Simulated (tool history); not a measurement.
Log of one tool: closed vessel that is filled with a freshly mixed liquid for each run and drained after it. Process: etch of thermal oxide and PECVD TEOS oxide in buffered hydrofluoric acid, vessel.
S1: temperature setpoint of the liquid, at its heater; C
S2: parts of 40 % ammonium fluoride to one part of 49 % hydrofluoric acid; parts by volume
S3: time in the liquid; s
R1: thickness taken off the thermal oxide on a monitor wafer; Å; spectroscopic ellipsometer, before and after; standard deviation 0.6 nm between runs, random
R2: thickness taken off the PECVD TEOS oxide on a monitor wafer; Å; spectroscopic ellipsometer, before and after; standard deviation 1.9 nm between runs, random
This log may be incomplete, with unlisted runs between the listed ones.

run 1 hour=0 | S1=22 S2=13 S3=60 | R1=458.98 R2=1447
run 2 hour=1.7 | S1=24 S2=12.5 S3=60 | R1=531.82 R2=1684.6
run 3 hour=2.5 | S1=25.5 S2=12 S3=60 | R1=593.45 R2=1901.5
run 4 hour=8.7 | S1=26.5 S2=11.5 S3=60 | R1=651.73 R2=2062.8
run 5 hour=13.7 | S1=29.5 S2=11.5 S3=60 | R1=769.44 R2=2454.5
run 6 hour=21.6 | S1=29.5 S2=13 S3=60 | R1=684.82 R2=2154.8
run 7 hour=23.6 | S1=29.5 S2=12.5 S3=60 | R1=707.97 R2=2240.4
run 8 hour=26.9 | S1=29.5 S2=12 S3=60 | R1=739.61 R2=2313.8

Run 9 comes next. What will it give?
run 9 hour=32.3 | S1=29.5 S2=11.5 S3=60 | R1=? R2=?

R1: 771.68 Å
R2: 2452 Å

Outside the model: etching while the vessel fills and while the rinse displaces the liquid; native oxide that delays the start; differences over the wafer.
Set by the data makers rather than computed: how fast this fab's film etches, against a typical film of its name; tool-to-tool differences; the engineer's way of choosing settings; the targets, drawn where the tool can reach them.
